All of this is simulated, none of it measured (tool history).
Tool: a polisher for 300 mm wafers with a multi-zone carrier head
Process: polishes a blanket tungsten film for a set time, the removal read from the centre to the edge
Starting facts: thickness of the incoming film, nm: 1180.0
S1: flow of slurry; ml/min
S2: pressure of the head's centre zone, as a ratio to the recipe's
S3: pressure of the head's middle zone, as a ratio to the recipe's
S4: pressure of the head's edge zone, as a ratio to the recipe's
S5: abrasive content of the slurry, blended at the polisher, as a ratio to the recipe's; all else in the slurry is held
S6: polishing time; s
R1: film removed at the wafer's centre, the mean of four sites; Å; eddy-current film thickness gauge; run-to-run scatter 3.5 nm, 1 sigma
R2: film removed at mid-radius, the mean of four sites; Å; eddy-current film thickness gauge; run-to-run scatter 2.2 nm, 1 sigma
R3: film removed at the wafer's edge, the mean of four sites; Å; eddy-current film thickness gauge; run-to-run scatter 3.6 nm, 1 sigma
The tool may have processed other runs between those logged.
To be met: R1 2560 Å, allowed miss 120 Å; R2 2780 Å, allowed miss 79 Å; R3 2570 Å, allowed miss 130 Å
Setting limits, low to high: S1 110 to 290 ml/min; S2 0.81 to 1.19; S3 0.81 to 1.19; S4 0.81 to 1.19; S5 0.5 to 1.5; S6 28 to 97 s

{"run": 1, "hour": 0.0, "S1": 185, "S2": 1, "S3": 1, "S4": 1, "S5": 1, "S6": 62, "R1": 3398.6, "R2": 3381.8, "R3": 3220.6}
{"run": 2, "hour": 6.3, "S1": 185, "S2": 0.99, "S3": 1, "S4": 0.99, "S5": 0.95, "S6": 62, "R1": 3322.4, "R2": 3286, "R3": 3275.3}
{"run": 3, "hour": 13.0, "S1": 185, "S2": 0.99, "S3": 0.97, "S4": 0.99, "S5": 0.95, "S6": 62, "R1": 3351.4, "R2": 3253.9, "R3": 3209.7}
{"run": 4, "hour": 17.5, "S1": 185, "S2": 0.91, "S3": 0.97, "S4": 0.99, "S5": 0.95, "S6": 62, "R1": 3095.4, "R2": 3283.6, "R3": 3213.1}
{"run": 5, "hour": 26.2, "S1": 185, "S2": 0.91, "S3": 0.97, "S4": 0.97, "S5": 0.9, "S6": 61, "R1": 3015.2, "R2": 3127, "R3": 3027.2}
{"run": 6, "hour": 28.9, "S1": 180, "S2": 0.9, "S3": 0.97, "S4": 0.96, "S5": 0.9, "S6": 61, "R1": 2938.1, "R2": 3108.4, "R3": 3074.7}
{"run": 7, "hour": 33.7, "S1": 190, "S2": 0.9, "S3": 0.98, "S4": 0.95, "S5": 0.85, "S6": 60, "R1": 2885.3, "R2": 3143.2, "R3": 2997.6}
{"run": 8, "hour": 41.0, "S1": 185, "S2": 0.9, "S3": 0.98, "S4": 0.94, "S5": 0.85, "S6": 60, "R1": 2832.9, "R2": 3127.7, "R3": 2951.4}
{"run": 9, "hour": 42.7, "S1": 140, "S2": 0.9, "S3": 0.92, "S4": 0.84, "S5": 0.7, "S6": 59, "R1": 2489, "R2": 2607.6, "R3": 2551}
{"run": 10, "hour": 44.4, "S1": 145, "S2": 0.9, "S3": 0.92, "S4": 0.84, "S5": 0.7, "S6": 59, "R1": 2504.2, "R2": 2624.3, "R3": 2571.7}
{"run": 11, "hour": 51.4, "S1": 150, "S2": 0.9, "S3": 0.92, "S4": 0.84, "S5": 0.7, "S6": 59, "R1": 2632.9, "R2": 2666.6, "R3": 2555.2}

Consider the 5 candidate settings below. Which is the only one whose results all fall within their allowed miss of target?
{"run": "A", "hour": 58.4, "S1": 165, "S2": 0.87, "S3": 0.94, "S4": 0.82, "S5": 0.75, "S6": 59, "R1": "?", "R2": "?", "R3": "?"}
{"run": "B", "hour": 58.4, "S1": 150, "S2": 0.87, "S3": 0.85, "S4": 0.84, "S5": 0.75, "S6": 60, "R1": "?", "R2": "?", "R3": "?"}
{"run": "C", "hour": 58.4, "S1": 130, "S2": 0.91, "S3": 0.89, "S4": 0.81, "S5": 0.7, "S6": 59, "R1": "?", "R2": "?", "R3": "?"}
{"run": "D", "hour": 58.4, "S1": 150, "S2": 0.94, "S3": 0.87, "S4": 0.81, "S5": 1.15, "S6": 54, "R1": "?", "R2": "?", "R3": "?"}
{"run": "E", "hour": 58.4, "S1": 195, "S2": 0.88, "S3": 0.9, "S4": 0.81, "S5": 0.9, "S6": 53, "R1": "?", "R2": "?", "R3": "?"}

move=A R1=2606 R2=2811.9 R3=2628.1
move=B R1=2590.2 R2=2579.1 R3=2666
move=C R1=2527.8 R2=2508.5 R3=2480.8
move=D R1=2766 R2=2595.3 R3=2590.4
move=E R1=2544.4 R2=2608.9 R3=2496.2
A: all results in spec
B: misses by more than the last run did
C: misses by more than the last run did
D: misses by more than the last run did
E: misses by more than the last run did
So the answer is move A, the one that meets all the targets.

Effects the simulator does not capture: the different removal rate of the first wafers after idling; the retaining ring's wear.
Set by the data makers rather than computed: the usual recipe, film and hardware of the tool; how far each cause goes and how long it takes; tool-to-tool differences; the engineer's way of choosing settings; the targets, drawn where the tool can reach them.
